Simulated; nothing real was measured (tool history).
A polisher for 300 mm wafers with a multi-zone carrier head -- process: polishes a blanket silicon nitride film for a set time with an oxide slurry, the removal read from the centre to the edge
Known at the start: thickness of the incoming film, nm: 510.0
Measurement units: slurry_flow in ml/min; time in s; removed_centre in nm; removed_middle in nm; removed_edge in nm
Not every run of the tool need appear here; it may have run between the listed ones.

{"run": 1, "hour": 0.0, "slurry_flow": 200, "centre_zone": 1.0, "middle_zone": 1.0, "edge_zone": 1.0, "slurry_solids": 1.0, "time": 63, "removed_centre": 34.021, "removed_middle": 34.36, "removed_edge": 34.256}
{"run": 2, "hour": 7.7, "slurry_flow": 210, "centre_zone": 0.99, "middle_zone": 1.04, "edge_zone": 1.03, "slurry_solids": 1.1, "time": 65, "removed_centre": 36.757, "removed_middle": 39.757, "removed_edge": 38.621}
{"run": 3, "hour": 11.0, "slurry_flow": 175, "centre_zone": 0.99, "middle_zone": 1.04, "edge_zone": 1.03, "slurry_solids": 1.1, "time": 65, "removed_centre": 34.986, "removed_middle": 36.996, "removed_edge": 37.166}
{"run": 4, "hour": 13.2, "slurry_flow": 175, "centre_zone": 0.99, "middle_zone": 0.96, "edge_zone": 1.03, "slurry_solids": 1.1, "time": 65, "removed_centre": 34.614, "removed_middle": 34.741, "removed_edge": 37.352}
{"hour": 16.3, "done": "slurry nozzle cleaned"}
{"run": 5, "hour": 16.3, "slurry_flow": 200, "centre_zone": 0.99, "middle_zone": 1.0, "edge_zone": 1.06, "slurry_solids": 1.2, "time": 65, "removed_centre": 42.612, "removed_middle": 44.068, "removed_edge": 43.259}
{"run": 6, "hour": 20.6, "slurry_flow": 200, "centre_zone": 0.99, "middle_zone": 1.0, "edge_zone": 1.13, "slurry_solids": 1.2, "time": 65, "removed_centre": 42.945, "removed_middle": 43.447, "removed_edge": 44.874}
{"run": 7, "hour": 25.8, "slurry_flow": 255, "centre_zone": 0.89, "middle_zone": 1.1, "edge_zone": 1.19, "slurry_solids": 1.45, "time": 65, "removed_centre": 43.508, "removed_middle": 53.305, "removed_edge": 51.961}
{"run": 8, "hour": 28.5, "slurry_flow": 260, "centre_zone": 0.89, "middle_zone": 1.12, "edge_zone": 1.19, "slurry_solids": 1.45, "time": 65, "removed_centre": 43.202, "removed_middle": 54.231, "removed_edge": 50.976}
{"run": 9, "hour": 35.4, "slurry_flow": 265, "centre_zone": 0.89, "middle_zone": 1.13, "edge_zone": 1.19, "slurry_solids": 1.45, "time": 65, "removed_centre": 43.291, "removed_middle": 53.696, "removed_edge": 51.665}

The next listed run, before its measurement:
{"run": 10, "hour": 38.8, "slurry_flow": 265, "centre_zone": 0.89, "middle_zone": 1.14, "edge_zone": 1.18, "slurry_solids": 1.45, "time": 66, "removed_centre": "?", "removed_middle": "?", "removed_edge": "?"}

Logged for run 10: removed_centre 44.245 nm, removed_middle 55.878 nm, removed_edge 51.756 nm.
